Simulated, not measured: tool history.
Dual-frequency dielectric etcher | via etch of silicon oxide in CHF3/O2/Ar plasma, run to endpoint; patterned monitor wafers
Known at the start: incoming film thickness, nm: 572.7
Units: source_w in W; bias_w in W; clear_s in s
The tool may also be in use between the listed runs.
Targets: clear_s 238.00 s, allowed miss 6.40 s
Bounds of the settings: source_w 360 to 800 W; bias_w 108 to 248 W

| run | day | source_w | bias_w | clear_s |
|---|---|---|---|---|
| 1 | 0.000 | 580 | 178 | 273.24 |
| 2 | 0.229 | 580 | 194 | 263.71 |
| 3 | 0.321 | 580 | 175 | 275.22 |
| 4 | 0.667 | 580 | 186 | 269.03 |
| 5 | 0.883 | 610 | 189 | 257.43 |
| 6 | 1.204 | 620 | 190 | 257.64 |
|  | 1.283 | wet clean of the chamber |
| 7 | 1.283 | 640 | 191 | 260.36 |
| 8 | 1.538 | 650 | 198 | 253.54 |
| 9 | 1.567 | 660 | 201 | 249.67 |

5 next moves are on the table. One of them brings every result within its allowed miss. Which?
| A | 1.596 | 690 | 193 | ? |
| B | 1.596 | 630 | 175 | ? |
| C | 1.596 | 660 | 182 | ? |
| D | 1.596 | 630 | 193 | ? |
| E | 1.596 | 650 | 232 | ? |

| move | clear_s |
|---|---|
| A | 248.56 |
| B | 269.22 |
| C | 259.56 |
| D | 258.68 |
| E | 236.64 |
A: nearer than the last run, and not there yet
B: further off than the last run
C: further off than the last run
D: further off than the last run
E: meets every target
Answer: E

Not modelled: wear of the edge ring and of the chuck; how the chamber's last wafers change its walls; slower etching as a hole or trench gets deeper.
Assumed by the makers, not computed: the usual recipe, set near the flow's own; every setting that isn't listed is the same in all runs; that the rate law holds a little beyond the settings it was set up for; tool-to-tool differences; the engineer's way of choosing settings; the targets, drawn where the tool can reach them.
